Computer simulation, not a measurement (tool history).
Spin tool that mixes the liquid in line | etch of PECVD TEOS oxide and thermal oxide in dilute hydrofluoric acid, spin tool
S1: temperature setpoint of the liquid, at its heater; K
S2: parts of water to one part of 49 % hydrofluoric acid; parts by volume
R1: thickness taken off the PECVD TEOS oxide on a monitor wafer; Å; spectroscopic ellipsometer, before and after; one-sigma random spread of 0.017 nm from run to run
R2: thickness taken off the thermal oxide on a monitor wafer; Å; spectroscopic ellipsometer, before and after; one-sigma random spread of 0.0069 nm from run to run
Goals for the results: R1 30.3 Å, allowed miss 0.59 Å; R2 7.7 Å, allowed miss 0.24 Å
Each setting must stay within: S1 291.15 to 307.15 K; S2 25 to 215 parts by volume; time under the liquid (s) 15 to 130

{"run": 1, "hour": 0.0, "S1": 299.15, "S2": 120, "time under the liquid (s)": 65, "R1": 117.3, "R2": 30.071}
{"run": 2, "hour": 4.1, "S1": 299.15, "S2": 155, "time under the liquid (s)": 65, "R1": 86.59, "R2": 21.876}
{"run": 3, "hour": 8.1, "S1": 299.15, "S2": 155, "time under the liquid (s)": 55, "R1": 72.617, "R2": 18.706}
{"run": 4, "hour": 15.5, "S1": 296.15, "S2": 155, "time under the liquid (s)": 55, "R1": 65.081, "R2": 16.53}
{"run": 5, "hour": 20.2, "S1": 295.15, "S2": 170, "time under the liquid (s)": 55, "R1": 56.18, "R2": 14.064}
{"run": 6, "hour": 21.9, "S1": 293.65, "S2": 170, "time under the liquid (s)": 55, "R1": 53.164, "R2": 13.396}
{"hour": 27.7, "done": "thermometer replaced"}
{"run": 7, "hour": 27.7, "S1": 293.15, "S2": 180, "time under the liquid (s)": 55, "R1": 44.506, "R2": 11.205}
{"run": 8, "hour": 28.7, "S1": 292.65, "S2": 185, "time under the liquid (s)": 55, "R1": 42.522, "R2": 10.528}
{"run": 9, "hour": 30.2, "S1": 292.65, "S2": 190, "time under the liquid (s)": 55, "R1": 41.126, "R2": 10.249}
{"run": 10, "hour": 37.8, "S1": 292.65, "S2": 195, "time under the liquid (s)": 55, "R1": 39.329, "R2": 10.078}
{"run": 11, "hour": 40.0, "S1": 292.15, "S2": 200, "time under the liquid (s)": 55, "R1": 37.931, "R2": 9.5247}
{"run": 12, "hour": 48.8, "S1": 292.15, "S2": 205, "time under the liquid (s)": 55, "R1": 36.846, "R2": 9.3263}
{"run": 13, "hour": 54.6, "S1": 291.65, "S2": 210, "time under the liquid (s)": 50, "R1": 31.725, "R2": 8.0428}

Exercise: of the 4 proposed moves below, exactly one satisfies all targets within the stated allowed misses. Which move is it?
{"run": "A", "hour": 60.4, "S1": 298.65, "S2": 215, "time under the liquid (s)": 40, "R1": "?", "R2": "?"}
{"run": "B", "hour": 60.4, "S1": 291.15, "S2": 215, "time under the liquid (s)": 55, "R1": "?", "R2": "?"}
{"run": "C", "hour": 60.4, "S1": 294.15, "S2": 215, "time under the liquid (s)": 45, "R1": "?", "R2": "?"}
{"run": "D", "hour": 60.4, "S1": 292.15, "S2": 215, "time under the liquid (s)": 50, "R1": "?", "R2": "?"}

move=A R1=32.196 R2=8.0342
move=B R1=33.405 R2=8.3358
move=C R1=30.677 R2=7.6551
move=D R1=31.573 R2=7.8788
A: further off than the last run
B: further off than the last run
C: meets every target
D: moves toward the targets from the last run without getting all of them in spec
Correct choice: C, which meets every target
